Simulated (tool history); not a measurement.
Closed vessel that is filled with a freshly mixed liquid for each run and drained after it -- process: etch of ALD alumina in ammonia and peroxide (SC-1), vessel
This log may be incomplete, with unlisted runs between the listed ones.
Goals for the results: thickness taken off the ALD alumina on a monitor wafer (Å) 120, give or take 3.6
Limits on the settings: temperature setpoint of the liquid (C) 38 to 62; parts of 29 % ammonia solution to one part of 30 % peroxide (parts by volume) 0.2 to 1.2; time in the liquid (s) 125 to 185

run	hour	temperature setpoint of the liquid (C)	parts of 29 % ammonia solution to one part of 30 % peroxide (parts by volume)	time in the liquid (s)	thickness taken off the ALD alumina on a monitor wafer (Å)
1	0	46	0.75	185	68.662
2	2.3	46	1	185	70.859
3	8.9	52	1	185	98.148
4	14.5	52	1	125	65.726
5	20.1	53.5	1.05	135	77.165
6	23.9	49.5	1.05	135	62.358
7	33.1	51.5	1.05	135	69.654
8	36.3	53	1	135	75.68
9	41.3	54.5	1	140	85.003
10	50.7	55.5	1	140	90.938
11	53.9	56.5	1	140	94.18
12	57.5	57.5	1	140	99.852
13	65.9	58	1	140	102.05
# hour 67: ammonia flow meter replaced
14	67	58.5	1	140	105.16

5 candidate next runs follow, results not yet known. Just one meets every target within its allowed miss. Identify it.
A	68.1	56.5	1.1	175	?
B	68.1	57	1.05	125	?
C	68.1	58	1.2	170	?
D	68.1	52.5	1.2	185	?
E	68.1	58.5	1.1	170	?

move	thickness taken off the ALD alumina on a monitor wafer (Å)
A	118.4
B	86.433
C	125.43
D	101.98
E	127.67
A: every result within its allowed miss
B: misses by more than the last run did
C: takes the biggest miss from the last run beyond its target
D: misses by more than the last run did
E: takes the biggest miss from the last run beyond its target
So the answer is move A, the one that meets all the targets.
